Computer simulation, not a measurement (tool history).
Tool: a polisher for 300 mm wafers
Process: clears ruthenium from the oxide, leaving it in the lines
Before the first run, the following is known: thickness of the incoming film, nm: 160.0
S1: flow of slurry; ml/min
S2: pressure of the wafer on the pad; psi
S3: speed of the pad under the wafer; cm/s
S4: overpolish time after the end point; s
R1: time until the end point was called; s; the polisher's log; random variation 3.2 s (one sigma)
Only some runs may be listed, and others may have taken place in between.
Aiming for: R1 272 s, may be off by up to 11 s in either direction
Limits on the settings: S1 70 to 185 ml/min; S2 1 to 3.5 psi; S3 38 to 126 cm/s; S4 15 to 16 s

{"run": 1, "day": 0.0, "S1": 120, "S2": 2.2, "S3": 82, "S4": 15, "R1": 153}
{"run": 2, "day": 0.062, "S1": 120, "S2": 2.2, "S3": 82, "S4": 15, "R1": 150.77}
{"run": 3, "day": 0.388, "S1": 120, "S2": 2.5, "S3": 82, "S4": 15, "R1": 135.09}
{"run": 4, "day": 0.579, "S1": 130, "S2": 2.5, "S3": 82, "S4": 15, "R1": 130.74}
{"run": 5, "day": 0.704, "S1": 125, "S2": 2.2, "S3": 82, "S4": 15, "R1": 150.28}
{"run": 6, "day": 0.962, "S1": 120, "S2": 2, "S3": 82, "S4": 15, "R1": 164.83}
{"run": 7, "day": 1.283, "S1": 115, "S2": 1.8, "S3": 82, "S4": 15, "R1": 186.33}
{"run": 8, "day": 1.629, "S1": 110, "S2": 1.7, "S3": 82, "S4": 15, "R1": 199.94}
{"run": 9, "day": 1.904, "S1": 105, "S2": 1.6, "S3": 82, "S4": 15, "R1": 216.04}
{"run": 10, "day": 2.0, "S1": 100, "S2": 1.6, "S3": 82, "S4": 15, "R1": 217.17}
{"run": 11, "day": 2.296, "S1": 95, "S2": 1.5, "S3": 82, "S4": 15, "R1": 234.24}
{"run": 12, "day": 2.508, "S1": 95, "S2": 1.5, "S3": 82, "S4": 15, "R1": 230.15}
{"run": 13, "day": 2.804, "S1": 90, "S2": 1.5, "S3": 82, "S4": 15, "R1": 239.19}
{"run": 14, "day": 3.162, "S1": 85, "S2": 1.5, "S3": 82, "S4": 15, "R1": 247.74}
{"run": 15, "day": 3.188, "S1": 85, "S2": 1.5, "S3": 82, "S4": 15, "R1": 240.73}
{"run": 16, "day": 3.433, "S1": 85, "S2": 1.5, "S3": 82, "S4": 15, "R1": 244.66}

Below are 5 possible settings for the next run. Only one of them brings all results inside the allowed miss of their targets. Which is it?
{"run": "A", "day": 3.679, "S1": 85, "S2": 1.1, "S3": 110, "S4": 16, "R1": "?"}
{"run": "B", "day": 3.679, "S1": 95, "S2": 1.6, "S3": 82, "S4": 15, "R1": "?"}
{"run": "C", "day": 3.679, "S1": 70, "S2": 1.7, "S3": 70, "S4": 15, "R1": "?"}
{"run": "D", "day": 3.679, "S1": 85, "S2": 1.9, "S3": 76, "S4": 15, "R1": "?"}
{"run": "E", "day": 3.679, "S1": 85, "S2": 1.5, "S3": 90, "S4": 15, "R1": "?"}

move=A R1=249.49
move=B R1=224.75
move=C R1=275.91
move=D R1=212.63
move=E R1=226.31
A: closes in on the targets versus the last run, not all within tolerance yet
B: the biggest miss grows against the last run
C: every result within its allowed miss
D: the biggest miss grows against the last run
E: the biggest miss grows against the last run
The right move is C.

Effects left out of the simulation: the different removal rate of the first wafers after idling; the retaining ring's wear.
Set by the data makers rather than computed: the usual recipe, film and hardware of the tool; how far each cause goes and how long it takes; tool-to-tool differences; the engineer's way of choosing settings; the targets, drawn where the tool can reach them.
